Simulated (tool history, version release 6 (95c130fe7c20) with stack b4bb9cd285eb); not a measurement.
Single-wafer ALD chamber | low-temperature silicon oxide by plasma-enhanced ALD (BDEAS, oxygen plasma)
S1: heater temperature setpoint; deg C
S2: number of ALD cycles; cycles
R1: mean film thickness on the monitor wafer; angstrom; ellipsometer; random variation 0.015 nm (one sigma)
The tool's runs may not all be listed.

{"run": 1, "hour": 0.0, "S1": 85, "S2": 27, "R1": 42.597}
{"run": 2, "hour": 6.3, "S1": 88, "S2": 26, "R1": 40.54}
{"run": 3, "hour": 9.3, "S1": 78, "S2": 26, "R1": 41.836}
{"run": 4, "hour": 17.7, "S1": 81, "S2": 25, "R1": 40.006}
{"run": 5, "hour": 25.9, "S1": 81, "S2": 28, "R1": 44.622}
{"run": 6, "hour": 27.1, "S1": 84, "S2": 26, "R1": 41.104}
{"run": 7, "hour": 28.3, "S1": 87, "S2": 25, "R1": 38.805}
{"run": 8, "hour": 36.4, "S1": 90, "S2": 24, "R1": 36.726}
{"run": 9, "hour": 37.2, "S1": 93, "S2": 24, "R1": 36.399}
{"run": 10, "hour": 44.6, "S1": 95, "S2": 23, "R1": 34.592}

Run 11 comes next. What will it give?
{"run": 11, "hour": 49.5, "S1": 97, "S2": 23, "R1": "?"}

R1: 34.119 angstrom
